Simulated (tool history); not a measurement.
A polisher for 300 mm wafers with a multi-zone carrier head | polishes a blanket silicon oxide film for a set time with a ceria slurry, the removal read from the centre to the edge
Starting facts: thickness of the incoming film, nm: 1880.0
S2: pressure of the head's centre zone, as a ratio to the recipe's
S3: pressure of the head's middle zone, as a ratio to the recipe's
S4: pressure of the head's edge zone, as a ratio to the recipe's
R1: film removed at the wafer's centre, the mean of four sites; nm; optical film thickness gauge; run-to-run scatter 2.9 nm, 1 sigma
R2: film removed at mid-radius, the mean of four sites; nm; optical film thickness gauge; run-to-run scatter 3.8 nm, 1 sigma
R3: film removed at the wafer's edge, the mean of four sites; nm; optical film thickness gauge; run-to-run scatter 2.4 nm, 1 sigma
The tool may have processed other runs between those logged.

{"run": 1, "hour": 0.0, "flow of slurry (ml/min)": 160, "S2": 1.0, "S3": 1.0, "S4": 1.0, "polishing time (s)": 87, "R1": 417.9, "R2": 415.85, "R3": 413.75}
{"run": 2, "hour": 1.9, "flow of slurry (ml/min)": 155, "S2": 0.98, "S3": 0.98, "S4": 0.98, "polishing time (s)": 84, "R1": 381.86, "R2": 395.42, "R3": 399.04}
{"run": 3, "hour": 9.5, "flow of slurry (ml/min)": 155, "S2": 0.98, "S3": 1.01, "S4": 0.98, "polishing time (s)": 84, "R1": 388.28, "R2": 401.93, "R3": 398.5}
{"run": 4, "hour": 17.6, "flow of slurry (ml/min)": 155, "S2": 0.98, "S3": 1.0, "S4": 0.97, "polishing time (s)": 80, "R1": 378.62, "R2": 378.72, "R3": 381.33}
{"run": 5, "hour": 21.4, "flow of slurry (ml/min)": 150, "S2": 0.97, "S3": 1.0, "S4": 0.96, "polishing time (s)": 77, "R1": 351.91, "R2": 354.59, "R3": 359.36}
{"run": 6, "hour": 27.7, "flow of slurry (ml/min)": 165, "S2": 0.97, "S3": 1.0, "S4": 0.96, "polishing time (s)": 77, "R1": 361.26, "R2": 365.57, "R3": 365.62}
{"run": 7, "hour": 33.6, "flow of slurry (ml/min)": 120, "S2": 0.88, "S3": 0.92, "S4": 0.86, "polishing time (s)": 69, "R1": 273.44, "R2": 285.65, "R3": 301.13}

Run 8 is up next; what results do you expect?
{"run": 8, "hour": 41.3, "flow of slurry (ml/min)": 125, "S2": 0.88, "S3": 0.92, "S4": 0.86, "polishing time (s)": 69, "R1": "?", "R2": "?", "R3": "?"}

{"run 8": {"R1": 274.74, "R2": 290.32, "R3": 301.39}}

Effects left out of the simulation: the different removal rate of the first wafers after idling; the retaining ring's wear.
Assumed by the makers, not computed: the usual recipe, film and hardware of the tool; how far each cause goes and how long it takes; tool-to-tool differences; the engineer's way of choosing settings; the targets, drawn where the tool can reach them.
